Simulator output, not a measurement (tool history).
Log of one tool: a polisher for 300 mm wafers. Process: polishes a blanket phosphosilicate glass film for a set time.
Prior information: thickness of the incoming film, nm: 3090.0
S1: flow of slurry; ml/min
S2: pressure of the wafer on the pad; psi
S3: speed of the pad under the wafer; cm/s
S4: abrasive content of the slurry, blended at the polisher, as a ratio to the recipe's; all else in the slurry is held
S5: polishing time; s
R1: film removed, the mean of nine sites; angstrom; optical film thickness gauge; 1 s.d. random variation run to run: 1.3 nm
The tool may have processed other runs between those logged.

run,hour,S1,S2,S3,S4,S5,R1
1,0,140,2.4,76,1,19,1194.4
2,5.9,140,2.6,76,1,19,1284.5
3,9,140,2.5,76,1,19,1254.8
4,12.1,140,2.4,76,1,19,1136.3
5,14.3,165,2.4,76,1,19,1194.9
6,18.9,165,2.3,76,1,19,1151.6
7,27.9,165,2.2,76,1,19,1145.2

Run 8 is up next; what results do you expect?
8,30.7,165,2.1,76,1,19,?

{"run 8": {"R1": 1043.9}}

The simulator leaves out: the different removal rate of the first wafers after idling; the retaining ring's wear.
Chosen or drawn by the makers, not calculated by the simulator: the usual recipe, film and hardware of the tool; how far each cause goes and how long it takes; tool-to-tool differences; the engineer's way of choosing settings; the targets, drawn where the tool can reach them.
